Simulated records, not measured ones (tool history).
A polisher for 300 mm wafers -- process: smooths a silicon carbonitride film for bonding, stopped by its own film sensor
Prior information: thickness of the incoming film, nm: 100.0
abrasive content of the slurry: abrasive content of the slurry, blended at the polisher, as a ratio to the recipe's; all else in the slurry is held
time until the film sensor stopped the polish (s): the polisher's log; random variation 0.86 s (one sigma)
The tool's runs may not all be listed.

run	hour	flow of slurry (ml/min)	pressure of the wafer on the pad (kPa)	speed of the pad under the wafer (cm/s)	abrasive content of the slurry	target thickness at which the film sensor stops the polish (Å)	time until the film sensor stopped the polish (s)
1	0	120	9	74	1	890	80.834
2	6.6	140	9	74	1	890	79.088
3	10.9	155	9	74	1	890	75.959
4	17.5	165	9	74	1	890	77.76
5	25.8	165	8.3	74	1	890	81.233
6	30.2	165	8.3	74	1	900	74.274
7	33.7	160	7.6	74	1	900	80.538

Estimate the outcome of run 8 from the log above:
8	35.3	155	7.6	74	1	900	?

{"run 8": {"time until the film sensor stopped the polish (s)": 79.356}}

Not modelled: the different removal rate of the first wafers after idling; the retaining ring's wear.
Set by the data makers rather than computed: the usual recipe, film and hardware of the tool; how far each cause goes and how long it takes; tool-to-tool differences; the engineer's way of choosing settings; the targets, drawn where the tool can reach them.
